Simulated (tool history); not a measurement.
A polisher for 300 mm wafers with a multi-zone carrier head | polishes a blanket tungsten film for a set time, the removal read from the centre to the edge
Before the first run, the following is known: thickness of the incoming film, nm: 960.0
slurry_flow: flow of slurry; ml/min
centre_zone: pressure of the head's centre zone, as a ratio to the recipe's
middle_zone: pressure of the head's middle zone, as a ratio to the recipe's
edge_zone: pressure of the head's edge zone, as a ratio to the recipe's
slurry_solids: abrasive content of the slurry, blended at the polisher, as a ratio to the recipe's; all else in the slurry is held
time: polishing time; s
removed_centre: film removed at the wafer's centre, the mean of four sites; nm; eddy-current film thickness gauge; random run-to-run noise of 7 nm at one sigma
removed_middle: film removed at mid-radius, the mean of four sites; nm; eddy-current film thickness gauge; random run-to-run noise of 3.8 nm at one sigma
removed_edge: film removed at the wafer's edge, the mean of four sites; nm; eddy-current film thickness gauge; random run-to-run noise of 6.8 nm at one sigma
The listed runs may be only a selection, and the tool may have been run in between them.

| run | hour | slurry_flow | centre_zone | middle_zone | edge_zone | slurry_solids | time | removed_centre | removed_middle | removed_edge |
|---|---|---|---|---|---|---|---|---|---|---|
| 1 | 0 | 270 | 1 | 1 | 1 | 1 | 46 | 357.03 | 359.46 | 364.37 |
| 2 | 8.4 | 270 | 1 | 1 | 0.96 | 1 | 46 | 355.3 | 362.06 | 349.42 |
| 3 | 17.3 | 275 | 1.03 | 1.02 | 0.97 | 1.1 | 47 | 382.66 | 385.38 | 370.16 |
| 4 | 22 | 285 | 1.05 | 1.03 | 0.97 | 1.15 | 48 | 418.7 | 404.06 | 400.62 |
| 5 | 24.6 | 285 | 1.09 | 1.03 | 0.97 | 1.15 | 48 | 424.96 | 406.11 | 384.42 |
| 6 | 26.1 | 285 | 1.09 | 1.03 | 0.93 | 1.15 | 48 | 431.28 | 401.98 | 366.7 |
| 7 | 33.4 | 295 | 1.11 | 1.05 | 0.94 | 1.2 | 49 | 447.46 | 426.87 | 395.9 |

What will run 8 give?
| 8 | 41.3 | 295 | 1.12 | 1.06 | 0.93 | 1.25 | 50 | ? | ? | ? |

Logged for run 8: removed_centre 468.18 nm, removed_middle 446.91 nm, removed_edge 393.42 nm.

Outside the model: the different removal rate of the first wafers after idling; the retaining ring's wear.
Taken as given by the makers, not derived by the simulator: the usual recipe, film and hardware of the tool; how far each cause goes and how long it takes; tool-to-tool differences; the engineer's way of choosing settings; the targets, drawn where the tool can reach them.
